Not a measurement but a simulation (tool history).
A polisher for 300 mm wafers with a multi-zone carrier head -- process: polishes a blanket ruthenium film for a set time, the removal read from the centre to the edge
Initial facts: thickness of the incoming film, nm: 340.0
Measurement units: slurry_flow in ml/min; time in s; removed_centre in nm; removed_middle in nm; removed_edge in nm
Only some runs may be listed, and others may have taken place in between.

Run 1, hour 0: slurry_flow 240 ml/min, centre_zone 1, middle_zone 1, edge_zone 1, time 39 s. Result: removed_centre 66.333 nm, removed_middle 67.828 nm, removed_edge 70.332 nm.
Run 2, hour 0.9: slurry_flow 240 ml/min, centre_zone 1.07, middle_zone 1, edge_zone 1, time 39 s. Result: removed_centre 69.42 nm, removed_middle 68.242 nm, removed_edge 69.037 nm.
Run 3, hour 7.7: slurry_flow 240 ml/min, centre_zone 1, middle_zone 1, edge_zone 1, time 39 s. Result: removed_centre 66.914 nm, removed_middle 67.114 nm, removed_edge 70.821 nm.
Run 4, hour 15.9: slurry_flow 240 ml/min, centre_zone 1, middle_zone 0.96, edge_zone 1, time 39 s. Result: removed_centre 65.966 nm, removed_middle 65.388 nm, removed_edge 69.083 nm.
Run 5, hour 23.6: slurry_flow 285 ml/min, centre_zone 1, middle_zone 0.96, edge_zone 1, time 39 s. Result: removed_centre 66.812 nm, removed_middle 66.834 nm, removed_edge 70.788 nm.
Run 6, hour 27.8: slurry_flow 285 ml/min, centre_zone 1, middle_zone 1.03, edge_zone 1, time 39 s. Result: removed_centre 66.856 nm, removed_middle 71.334 nm, removed_edge 72.698 nm.
Run 7, hour 33.8: slurry_flow 350 ml/min, centre_zone 0.98, middle_zone 1.01, edge_zone 0.9, time 28 s. Result: removed_centre 48.673 nm, removed_middle 50.317 nm, removed_edge 49.18 nm.

Run 8 comes next. What will it give?
Run 8, hour 37.9: slurry_flow 350 ml/min, centre_zone 0.98, middle_zone 1.02, edge_zone 0.89, time 28 s. Result: removed_centre ?, removed_middle ?, removed_edge ?.

{"run 8": {"removed_centre": 49.547, "removed_middle": 51.392, "removed_edge": 49.986}}
